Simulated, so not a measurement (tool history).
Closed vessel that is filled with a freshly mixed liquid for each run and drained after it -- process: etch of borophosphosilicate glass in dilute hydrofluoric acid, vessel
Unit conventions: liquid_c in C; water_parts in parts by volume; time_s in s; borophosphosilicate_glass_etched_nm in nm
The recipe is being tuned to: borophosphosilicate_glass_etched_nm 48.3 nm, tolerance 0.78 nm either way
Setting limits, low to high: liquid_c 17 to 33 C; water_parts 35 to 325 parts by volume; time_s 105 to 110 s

run	day	liquid_c	water_parts	time_s	borophosphosilicate_glass_etched_nm
1	0	25	180	105	30.865
2	0.179	26	175	105	32.881
3	0.317	27	170	105	35.081
4	0.692	28	165	105	37.826
5	0.771	28	165	105	37.815
6	1.142	28.5	165	105	38.688
7	1.342	29	165	105	39.315
8	1.629	29.5	165	105	39.609
9	1.8	30	165	105	40.86
10	2.1	30.5	165	105	41.639
11	2.233	31	165	105	42.385
12	2.392	31.5	165	105	42.755
13	2.712	33	150	105	50.624
14	2.958	32.5	150	105	49.611

Next run, 4 choices. One meets every target within its allowed miss, the rest don't. Which?
A	3.204	33	160	105	?
B	3.204	29	145	105	?
C	3.204	32.5	160	110	?
D	3.204	32.5	160	105	?

move	borophosphosilicate_glass_etched_nm
A	46.652
B	45.567
C	48.035
D	45.851
A: the result that was furthest off in the last run now lies on the other side of its target
B: the result that was furthest off in the last run now lies on the other side of its target
C: every result within its allowed miss
D: the result that was furthest off in the last run now lies on the other side of its target
Move C is the one to make.
